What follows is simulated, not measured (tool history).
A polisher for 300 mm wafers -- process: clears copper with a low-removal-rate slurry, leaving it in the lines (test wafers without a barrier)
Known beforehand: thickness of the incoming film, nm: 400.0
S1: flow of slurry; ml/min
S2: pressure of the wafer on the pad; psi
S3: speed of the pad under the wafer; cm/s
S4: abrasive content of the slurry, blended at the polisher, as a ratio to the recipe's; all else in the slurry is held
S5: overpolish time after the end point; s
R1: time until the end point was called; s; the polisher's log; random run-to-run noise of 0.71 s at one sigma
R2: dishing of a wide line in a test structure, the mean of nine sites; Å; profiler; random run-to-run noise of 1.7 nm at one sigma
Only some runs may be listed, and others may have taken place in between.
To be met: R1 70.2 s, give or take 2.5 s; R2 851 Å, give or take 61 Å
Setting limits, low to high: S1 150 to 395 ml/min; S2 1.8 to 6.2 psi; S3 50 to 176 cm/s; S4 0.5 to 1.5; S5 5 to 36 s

run,hour,S1,S2,S3,S4,S5,R1,R2
1,0,250,4,112,1,18,99.996,504.71
2,4.3,250,4.8,112,1,18,83.804,579.56
3,5.1,210,4.8,112,1,18,85.743,542.69
4,6,210,4.8,112,1,12,85.412,406.04
5,7.8,220,5,112,1,15,81.796,516.42
6,10.9,220,5,112,1.15,15,78.986,518.62
7,18,235,5.1,112,1.15,17,77.589,587.07
8,22.9,245,5.2,112,1.15,18,75.117,633.2
9,29.3,255,5.3,112,1.15,19,72.411,683.87
10,33.8,260,5.3,112,1.15,20,72.693,699.7

Next run, 4 choices. One meets every target within its allowed miss, the rest don't. Which?
A,38.3,215,4.9,124,1,22,?,?
B,38.3,235,5.6,114,1.15,14,?,?
C,38.3,285,5.3,116,1.15,24,?,?
D,38.3,280,5.4,112,1.15,14,?,?

move,R1,R2
A,76.002,748.84
B,69.295,564.6
C,70.508,852.03
D,71.748,547.24
A: nearer the targets than the last run, but a result is still out of spec
B: misses by more than the last run did
C: all results in spec
D: misses by more than the last run did
Move C is the one to make.
